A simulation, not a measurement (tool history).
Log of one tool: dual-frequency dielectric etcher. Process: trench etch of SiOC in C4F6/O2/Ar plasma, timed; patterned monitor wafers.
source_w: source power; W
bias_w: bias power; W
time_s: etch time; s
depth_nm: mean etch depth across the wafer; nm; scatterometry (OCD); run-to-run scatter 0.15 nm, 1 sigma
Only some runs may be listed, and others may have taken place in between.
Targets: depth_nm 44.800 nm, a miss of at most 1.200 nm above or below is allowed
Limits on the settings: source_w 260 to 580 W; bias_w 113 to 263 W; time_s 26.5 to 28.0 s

run    day  source_w  bias_w  time_s  depth_nm
  1  0.000       420     188    26.5    51.935
  2  0.246       390     183    26.5    50.101
  3  0.342       390     183    26.5    50.439
  4  0.688       390     183    26.5    50.427
  5  0.996       370     177    26.5    48.826
  6  1.179       440     177    26.5    51.579
  7  1.233       410     171    26.5    49.928
  8  1.267       390     167    26.5    49.109
  9  1.388       370     162    26.5    47.446

Consider the 5 candidate settings below. Which is the only one whose results all fall within their allowed miss of target?
  A  1.508       400     177    27.5         ?
  B  1.508       360     143    26.5         ?
  C  1.508       540     115    27.5         ?
  D  1.508       360     167    27.0         ?
  E  1.508       350     182    26.5         ?

move  depth_nm
   A    52.127
   B    45.077
   C    49.392
   D    48.546
   E    48.745
A: moves away from the targets compared with the last run
B: in spec on every target
C: moves away from the targets compared with the last run
D: moves away from the targets compared with the last run
E: moves away from the targets compared with the last run
B meets every target.
